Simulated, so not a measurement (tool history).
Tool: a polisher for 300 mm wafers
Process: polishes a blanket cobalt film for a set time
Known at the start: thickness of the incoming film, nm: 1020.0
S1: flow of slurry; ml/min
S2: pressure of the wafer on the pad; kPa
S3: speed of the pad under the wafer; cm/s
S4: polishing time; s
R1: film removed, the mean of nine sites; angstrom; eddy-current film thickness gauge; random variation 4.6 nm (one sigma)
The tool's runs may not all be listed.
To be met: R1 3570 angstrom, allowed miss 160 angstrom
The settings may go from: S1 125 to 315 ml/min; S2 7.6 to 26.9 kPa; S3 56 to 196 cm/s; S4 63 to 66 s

| run | hour | S1 | S2 | S3 | S4 | R1 |
|---|---|---|---|---|---|---|
| 1 | 0 | 205 | 17.2 | 126 | 63 | 6179 |
| 2 | 3.9 | 160 | 17.2 | 126 | 63 | 5959.2 |
| 3 | 11.6 | 160 | 15.2 | 126 | 63 | 5173.4 |
| 4 | 18.5 | 160 | 15.2 | 126 | 63 | 5264.7 |
| 5 | 19.8 | 160 | 15.2 | 126 | 66 | 5420.5 |
| 6 | 27.6 | 160 | 15.2 | 114 | 66 | 4975.6 |
| 7 | 28.1 | 160 | 13.8 | 114 | 66 | 4604.3 |
| 8 | 28.8 | 160 | 13.1 | 114 | 66 | 4426.1 |
| 9 | 32.3 | 160 | 12.4 | 114 | 66 | 4222.5 |
| 10 | 35 | 160 | 11.7 | 114 | 66 | 3967.4 |

Which of these 5 next moves meets every target?
| A | 37.7 | 190 | 18.6 | 68 | 64 | ? |
| B | 37.7 | 150 | 10.3 | 124 | 63 | ? |
| C | 37.7 | 165 | 13.8 | 102 | 64 | ? |
| D | 37.7 | 165 | 11.7 | 114 | 66 | ? |
| E | 37.7 | 165 | 10.3 | 128 | 66 | ? |

| move | R1 |
|---|---|
| A | 3935 |
| B | 3624 |
| C | 4119.4 |
| D | 4017.9 |
| E | 3962.5 |
A: nearer than the last run, and not there yet
B: meets every target
C: further off than the last run
D: further off than the last run
E: as far off as the last run
The right move is B.
